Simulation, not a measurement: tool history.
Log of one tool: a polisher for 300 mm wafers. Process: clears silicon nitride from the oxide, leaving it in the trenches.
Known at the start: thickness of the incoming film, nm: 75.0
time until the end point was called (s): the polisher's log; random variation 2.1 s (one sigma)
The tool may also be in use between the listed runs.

run,hour,flow of slurry (ml/min),pressure of the wafer on the pad (kPa),speed of the pad under the wafer (cm/s),overpolish time after the end point (s),time until the end point was called (s)
1,0,260,20.7,104,6,82.686
2,3.8,260,19.3,104,6,85.863
3,8.5,260,19.3,124,6,72.377
4,12.5,260,24.1,124,6,60.344
5,17.6,260,24.1,100,6,73.143
6,20.8,260,24.1,110,6,65.955
7,23.2,260,22.1,108,6,71.906
8,31.9,260,20,104,6,83.666
9,38.7,260,18.6,102,6,93.004
10,41.6,260,17.2,102,6,99.537
11,49,260,15.9,102,6,104.42
12,50.7,260,15.2,102,6,107.68

Forecast run 13:
13,53.4,260,14.5,102,6,?

Run 13 gave time until the end point was called (s) 111.45.
